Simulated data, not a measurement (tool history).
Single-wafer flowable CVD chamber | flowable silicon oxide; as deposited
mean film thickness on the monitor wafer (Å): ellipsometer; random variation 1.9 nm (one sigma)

| run | hour | heater temperature setpoint (°C) | chamber pressure (Pa) | RF power (kW) | deposition time (s) | mean film thickness on the monitor wafer (Å) |
|---|---|---|---|---|---|---|
| 1 | 0.0 | 100 | 133 | 1.660 | 789 | 6176.5 |
| 2 | 3.4 | 95 | 133 | 1.660 | 789 | 7260.7 |
| 3 | 7.8 | 95 | 133 | 1.660 | 816 | 7495.9 |
| 4 | 14.0 | 95 | 120 | 1.660 | 816 | 6803.1 |
| 5 | 21.8 | 95 | 120 | 1.660 | 816 | 6755.9 |
| 6 | 30.0 | 95 | 120 | 1.790 | 816 | 6842.7 |
| 7 | 33.4 | 101 | 120 | 1.790 | 816 | 5775.1 |

Run 8 comes next. What will it give?
| 8 | 34.6 | 106 | 120 | 1.790 | 816 | ? |

Run 8 gave mean film thickness on the monitor wafer (Å) 4905.1.
